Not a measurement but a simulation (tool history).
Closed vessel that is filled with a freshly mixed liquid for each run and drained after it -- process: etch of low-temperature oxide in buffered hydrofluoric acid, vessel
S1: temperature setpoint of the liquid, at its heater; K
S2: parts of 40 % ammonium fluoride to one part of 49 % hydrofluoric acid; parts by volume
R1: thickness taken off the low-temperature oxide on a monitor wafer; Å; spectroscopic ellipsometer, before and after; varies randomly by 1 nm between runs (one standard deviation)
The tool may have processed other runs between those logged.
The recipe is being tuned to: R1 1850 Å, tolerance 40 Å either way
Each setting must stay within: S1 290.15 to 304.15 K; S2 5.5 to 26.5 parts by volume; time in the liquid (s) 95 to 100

run 1 hour=0 | S1=296.15 S2=16 time_in_the_liquid_(s)=95 | R1=2526.5
run 2 hour=5.7 | S1=298.15 S2=16 time_in_the_liquid_(s)=95 | R1=2835.4
run 3 hour=7.1 | S1=298.15 S2=12 time_in_the_liquid_(s)=95 | R1=3762.6
run 4 hour=12.9 | S1=298.15 S2=15 time_in_the_liquid_(s)=95 | R1=3044.4
run 5 hour=20.7 | S1=296.65 S2=15 time_in_the_liquid_(s)=95 | R1=2787.5
run 6 hour=22.6 | S1=298.65 S2=15 time_in_the_liquid_(s)=95 | R1=3128.6
run 7 hour=28.3 | S1=297.15 S2=15 time_in_the_liquid_(s)=95 | R1=2858.7
run 8 hour=33.8 | S1=293.15 S2=15.5 time_in_the_liquid_(s)=95 | R1=2239.9
run 9 hour=38.9 | S1=292.65 S2=15.5 time_in_the_liquid_(s)=95 | R1=2176.8
run 10 hour=42.2 | S1=292.15 S2=15.5 time_in_the_liquid_(s)=95 | R1=2091.9
run 11 hour=49.6 | S1=292.15 S2=15.5 time_in_the_liquid_(s)=95 | R1=2119.4
run 12 hour=55.9 | S1=291.65 S2=15.5 time_in_the_liquid_(s)=95 | R1=2030.9
run 13 hour=58.7 | S1=291.15 S2=15.5 time_in_the_liquid_(s)=95 | R1=1982.9

Exercise: of the 4 proposed moves below, exactly one satisfies all targets within the stated allowed misses. Which move is it?
run A hour=61.5 | S1=292.65 S2=18 time_in_the_liquid_(s)=100 | R1=?
run B hour=61.5 | S1=291.65 S2=16 time_in_the_liquid_(s)=100 | R1=?
run C hour=61.5 | S1=290.15 S2=17 time_in_the_liquid_(s)=95 | R1=?
run D hour=61.5 | S1=291.65 S2=17 time_in_the_liquid_(s)=95 | R1=?

move=A R1=1953.6
move=B R1=2073.8
move=C R1=1703.9
move=D R1=1855.8
A: better than the last run, though not everything is in spec
B: moves away from the targets compared with the last run
C: takes the result that was furthest off past its target
D: meets every target
The move that meets every target is D.

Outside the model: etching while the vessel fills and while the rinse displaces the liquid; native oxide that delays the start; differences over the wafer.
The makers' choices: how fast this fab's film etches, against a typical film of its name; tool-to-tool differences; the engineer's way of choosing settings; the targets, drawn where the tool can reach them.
